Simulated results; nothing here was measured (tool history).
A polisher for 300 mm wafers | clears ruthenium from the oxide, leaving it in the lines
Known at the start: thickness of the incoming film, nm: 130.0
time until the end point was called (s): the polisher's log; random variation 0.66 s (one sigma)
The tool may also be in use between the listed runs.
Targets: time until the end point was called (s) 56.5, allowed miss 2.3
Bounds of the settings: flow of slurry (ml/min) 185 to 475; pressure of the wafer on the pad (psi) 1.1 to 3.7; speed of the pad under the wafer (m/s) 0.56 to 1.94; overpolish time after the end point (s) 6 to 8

run    day  flow of slurry (ml/min)  pressure of the wafer on the pad (psi)  speed of the pad under the wafer (m/s)  overpolish time after the end point (s)  time until the end point was called (s)
  1      0                      305                                     2.4                                    1.24                                        8                                   70.933
  2  0.321                      305                                     2.5                                    1.24                                        8                                   69.971
  3  0.608                      305                                     2.6                                    1.24                                        8                                   67.059
  4  0.858                      305                                     2.2                                    1.24                                        8                                   76.437
  5  1.104                      305                                     2.3                                    1.24                                        8                                   74.229
  6  1.446                      305                                     2.4                                    1.24                                        8                                   71.789
  7  1.725                      305                                     2.5                                    1.24                                        8                                   68.607
  8  1.975                      305                                     2.6                                    1.24                                        8                                   67.796
  9  2.221                      305                                     3.2                                    1.26                                        8                                   54.271

5 next moves are on the table. One of them brings every result within its allowed miss. Which?
  A  2.467                      275                                     2.8                                    1.52                                        6                                        ?
  B  2.467                      205                                     3.3                                    1.18                                        8                                        ?
  C  2.467                      265                                     3.2                                    1.36                                        8                                        ?
  D  2.467                      235                                     2.9                                    1.44                                        8                                        ?
  E  2.467                      315                                     3.2                                    1.34                                        8                                        ?

move  time until the end point was called (s)
   A                                   50.184
   B                                   56.037
   C                                   49.235
   D                                   51.773
   E                                   49.308
A: further off than the last run
B: meets every target
C: further off than the last run
D: further off than the last run
E: further off than the last run
The right move is B.

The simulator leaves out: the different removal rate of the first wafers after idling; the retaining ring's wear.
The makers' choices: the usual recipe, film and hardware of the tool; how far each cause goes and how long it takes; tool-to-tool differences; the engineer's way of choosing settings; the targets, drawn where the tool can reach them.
